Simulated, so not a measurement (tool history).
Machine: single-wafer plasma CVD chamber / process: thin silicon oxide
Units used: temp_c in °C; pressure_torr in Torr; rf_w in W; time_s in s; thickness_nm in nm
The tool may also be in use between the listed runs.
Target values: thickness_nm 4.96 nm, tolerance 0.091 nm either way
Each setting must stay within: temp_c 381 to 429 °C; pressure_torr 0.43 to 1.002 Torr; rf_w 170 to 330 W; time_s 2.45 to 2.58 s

run 1 hour=0 | temp_c=405 pressure_torr=0.716 rf_w=250 time_s=2.58 | thickness_nm=3.9377
run 2 hour=3.9 | temp_c=405 pressure_torr=0.752 rf_w=250 time_s=2.58 | thickness_nm=4.1446
run 3 hour=8.4 | temp_c=405 pressure_torr=0.78 rf_w=250 time_s=2.58 | thickness_nm=4.3091
run 4 hour=9.6 | temp_c=405 pressure_torr=0.732 rf_w=250 time_s=2.58 | thickness_nm=4.089
run 5 hour=11.7 | temp_c=405 pressure_torr=0.627 rf_w=250 time_s=2.58 | thickness_nm=3.5028
run 6 hour=19.4 | temp_c=405 pressure_torr=0.627 rf_w=250 time_s=2.45 | thickness_nm=3.3378
run 7 hour=27.9 | temp_c=405 pressure_torr=0.77 rf_w=255 time_s=2.45 | thickness_nm=4.1004
run 8 hour=35.5 | temp_c=405 pressure_torr=0.802 rf_w=255 time_s=2.45 | thickness_nm=4.2453
run 9 hour=38.7 | temp_c=405 pressure_torr=0.829 rf_w=255 time_s=2.45 | thickness_nm=4.3784
run 10 hour=41.4 | temp_c=405 pressure_torr=0.851 rf_w=255 time_s=2.45 | thickness_nm=4.4755
run 11 hour=48.4 | temp_c=405 pressure_torr=0.87 rf_w=255 time_s=2.45 | thickness_nm=4.5796
run 12 hour=56.5 | temp_c=405 pressure_torr=0.885 rf_w=255 time_s=2.45 | thickness_nm=4.5982
run 13 hour=64.8 | temp_c=405 pressure_torr=0.901 rf_w=255 time_s=2.45 | thickness_nm=4.6903
run 14 hour=69 | temp_c=405 pressure_torr=0.913 rf_w=255 time_s=2.45 | thickness_nm=4.7453

4 next moves are on the table. One of them brings every result within its allowed miss. Which?
run A hour=73.2 | temp_c=407 pressure_torr=0.905 rf_w=280 time_s=2.45 | thickness_nm=?
run B hour=73.2 | temp_c=408 pressure_torr=0.722 rf_w=310 time_s=2.58 | thickness_nm=?
run C hour=73.2 | temp_c=406 pressure_torr=0.925 rf_w=270 time_s=2.55 | thickness_nm=?
run D hour=73.2 | temp_c=403 pressure_torr=0.91 rf_w=240 time_s=2.45 | thickness_nm=?

move=A thickness_nm=4.9862
move=B thickness_nm=4.5507
move=C thickness_nm=5.1727
move=D thickness_nm=4.5512
A: all results in spec
B: further off than the last run
C: pushes the last run's worst result past its target
D: further off than the last run
The move that meets every target is A.
